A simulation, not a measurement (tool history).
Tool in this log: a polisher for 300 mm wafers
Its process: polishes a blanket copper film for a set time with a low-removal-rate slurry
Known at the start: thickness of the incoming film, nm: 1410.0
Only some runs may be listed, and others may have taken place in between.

| run | hour | flow of slurry (ml/min) | pressure of the wafer on the pad (psi) | speed of the pad under the wafer (m/s) | abrasive content of the slurry | polishing time (s) | film removed (Å) |
|---|---|---|---|---|---|---|---|
| 1 | 0.0 | 150 | 1.8 | 0.92 | 1.0 | 20 | 345.74 |
| 2 | 2.7 | 120 | 1.8 | 0.92 | 1.0 | 20 | 330.23 |
| 3 | 4.0 | 115 | 1.8 | 0.92 | 1.0 | 20 | 331.94 |
| 4 | 10.7 | 115 | 1.4 | 0.92 | 1.0 | 20 | 285.04 |
| 5 | 15.2 | 120 | 1.4 | 0.92 | 1.0 | 20 | 284.62 |
| 6 | 18.0 | 120 | 1.1 | 0.92 | 1.0 | 20 | 251.21 |

For run 7, what comes out?
| 7 | 20.0 | 125 | 1.2 | 0.92 | 1.0 | 20 | ? |

film removed (Å): 264.00
